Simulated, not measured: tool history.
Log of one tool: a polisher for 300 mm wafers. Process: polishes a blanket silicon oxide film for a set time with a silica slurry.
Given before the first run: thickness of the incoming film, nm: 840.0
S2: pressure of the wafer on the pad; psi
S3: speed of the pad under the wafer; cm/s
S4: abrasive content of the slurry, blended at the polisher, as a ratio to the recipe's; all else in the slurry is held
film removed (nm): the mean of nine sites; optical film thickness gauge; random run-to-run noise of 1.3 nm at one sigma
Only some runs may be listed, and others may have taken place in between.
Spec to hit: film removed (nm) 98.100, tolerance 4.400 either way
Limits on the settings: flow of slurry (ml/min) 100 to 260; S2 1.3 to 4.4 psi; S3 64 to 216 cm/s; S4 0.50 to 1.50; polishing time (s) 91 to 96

Run 1, hour 0.0: flow of slurry (ml/min) 165, S2 2.8 psi, S3 140 cm/s, S4 1.00, polishing time (s) 91. Result: film removed (nm) 225.610.
Run 2, hour 0.7: flow of slurry (ml/min) 165, S2 2.3 psi, S3 126 cm/s, S4 1.00, polishing time (s) 91. Result: film removed (nm) 170.580.
Run 3, hour 5.9: flow of slurry (ml/min) 185, S2 2.3 psi, S3 126 cm/s, S4 1.00, polishing time (s) 91. Result: film removed (nm) 174.600.
Run 4, hour 8.4: flow of slurry (ml/min) 185, S2 2.3 psi, S3 126 cm/s, S4 1.15, polishing time (s) 91. Result: film removed (nm) 183.710.
Run 5, hour 16.3: flow of slurry (ml/min) 215, S2 2.3 psi, S3 126 cm/s, S4 1.15, polishing time (s) 91. Result: film removed (nm) 189.800.
Run 6, hour 20.2: flow of slurry (ml/min) 210, S2 2.0 psi, S3 114 cm/s, S4 1.15, polishing time (s) 91. Result: film removed (nm) 155.080.
Run 7, hour 25.6: flow of slurry (ml/min) 210, S2 1.8 psi, S3 106 cm/s, S4 1.15, polishing time (s) 91. Result: film removed (nm) 132.290.
Run 8, hour 26.6: flow of slurry (ml/min) 210, S2 1.8 psi, S3 106 cm/s, S4 1.15, polishing time (s) 91. Result: film removed (nm) 131.470.
Run 9, hour 31.1: flow of slurry (ml/min) 205, S2 1.6 psi, S3 104 cm/s, S4 1.15, polishing time (s) 91. Result: film removed (nm) 118.080.
Run 10, hour 31.6: flow of slurry (ml/min) 200, S2 1.5 psi, S3 102 cm/s, S4 1.15, polishing time (s) 91. Result: film removed (nm) 112.130.
Run 11, hour 36.4: flow of slurry (ml/min) 195, S2 1.4 psi, S3 100 cm/s, S4 1.15, polishing time (s) 91. Result: film removed (nm) 104.750.

Exercise: of the 4 proposed moves below, exactly one satisfies all targets within the stated allowed misses. Which move is it?
Run A, hour 41.2: flow of slurry (ml/min) 195, S2 1.4 psi, S3 96 cm/s, S4 1.10, polishing time (s) 91. Result: film removed (nm) ?.
Run B, hour 41.2: flow of slurry (ml/min) 210, S2 1.5 psi, S3 106 cm/s, S4 1.25, polishing time (s) 91. Result: film removed (nm) ?.
Run C, hour 41.2: flow of slurry (ml/min) 215, S2 1.5 psi, S3 106 cm/s, S4 1.10, polishing time (s) 92. Result: film removed (nm) ?.
Run D, hour 41.2: flow of slurry (ml/min) 195, S2 1.5 psi, S3 88 cm/s, S4 1.45, polishing time (s) 95. Result: film removed (nm) ?.

move  film removed (nm)
   A             99.015
   B            121.080
   C            115.500
   D            115.110
A: each result inside its tolerance
B: further off than the last run
C: further off than the last run
D: further off than the last run
Go with A: it meets all targets.
